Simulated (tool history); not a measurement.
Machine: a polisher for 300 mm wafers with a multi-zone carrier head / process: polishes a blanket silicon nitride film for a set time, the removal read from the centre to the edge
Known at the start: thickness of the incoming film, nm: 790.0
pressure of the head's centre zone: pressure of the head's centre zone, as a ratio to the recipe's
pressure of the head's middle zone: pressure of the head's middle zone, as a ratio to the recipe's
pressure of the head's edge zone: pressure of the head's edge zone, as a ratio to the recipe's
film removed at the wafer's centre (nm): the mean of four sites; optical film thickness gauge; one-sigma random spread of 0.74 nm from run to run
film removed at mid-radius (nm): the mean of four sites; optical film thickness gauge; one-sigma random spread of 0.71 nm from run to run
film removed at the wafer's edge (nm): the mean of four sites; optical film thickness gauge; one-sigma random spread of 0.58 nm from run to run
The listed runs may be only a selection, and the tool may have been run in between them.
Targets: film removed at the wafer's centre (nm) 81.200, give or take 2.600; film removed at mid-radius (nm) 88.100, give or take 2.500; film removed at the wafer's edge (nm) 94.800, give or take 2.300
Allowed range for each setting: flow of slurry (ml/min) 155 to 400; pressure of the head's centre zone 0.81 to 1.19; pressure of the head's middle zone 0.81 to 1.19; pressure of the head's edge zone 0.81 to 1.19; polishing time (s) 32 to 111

run    day  flow of slurry (ml/min)  pressure of the head's centre zone  pressure of the head's middle zone  pressure of the head's edge zone  polishing time (s)  film removed at the wafer's centre (nm)  film removed at mid-radius (nm)  film removed at the wafer's edge (nm)
  1  0.000                      255                                1.00                                1.00                              1.00                  71                                  100.500                          103.430                                103.550
  2  0.171                      245                                0.97                                0.98                              0.98                  70                                   97.771                           99.237                                 99.137
  3  0.500                      245                                0.97                                0.98                              0.98                  58                                   80.996                           83.017                                 82.834
  4  0.738                      300                                0.97                                0.98                              0.98                  58                                   82.257                           84.552                                 84.483
  5  0.833                      300                                0.91                                0.98                              0.98                  58                                   77.641                           83.556                                 84.894
  6  0.988                      300                                0.84                                0.98                              0.98                  58                                   71.481                           84.474                                 84.995
  7  1.046                      305                                0.86                                0.98                              1.01                  58                                   73.705                           83.957                                 86.058
  8  1.408                      310                                0.87                                0.98                              1.04                  58                                   74.813                           84.600                                 86.295
  9  1.454                      315                                0.87                                0.97                              1.06                  59                                   75.891                           84.628                                 88.950
 10  1.617                      315                                0.87                                0.97                              1.06                  59                                   75.880                           85.909                                 88.885
 11  1.867                      320                                0.88                                0.97                              1.08                  59                                   75.700                           86.461                                 90.923
 12  2.046                      325                                0.89                                0.97                              1.09                  59                                   76.959                           85.692                                 90.496
 13  2.262                      330                                0.90                                0.97                              1.10                  59                                   79.132                           84.823                                 91.791
 14  2.292                      335                                0.90                                0.98                              1.11                  59                                   80.833                           86.654                                 92.570
 15  2.329                      335                                0.90                                0.98                              1.12                  59                                   77.862                           87.183                                 91.925

Of the 4 settings listed for the next run, only one would bring every result within its allowed miss of target. Which one?
  A  2.367                      310                                0.93                                1.08                              1.09                  59                                        ?                                ?                                      ?
  B  2.367                      235                                0.94                                1.01                              0.99                  60                                        ?                                ?                                      ?
  C  2.367                      335                                0.96                                1.02                              1.06                  59                                        ?                                ?                                      ?
  D  2.367                      400                                0.92                                1.00                              1.18                  59                                        ?                                ?                                      ?

move  film removed at the wafer's centre (nm)  film removed at mid-radius (nm)  film removed at the wafer's edge (nm)
   A                                   81.465                           91.884                                 91.144
   B                                   80.996                           85.832                                 86.513
   C                                   84.732                           88.240                                 90.435
   D                                   82.439                           88.053                                 96.596
A: brings the result that was furthest off to its target, and leaves another outside
B: brings the result that was furthest off to its target, and leaves another outside
C: pushes the last run's worst result past its target
D: each result inside its tolerance
The move that meets every target is D.
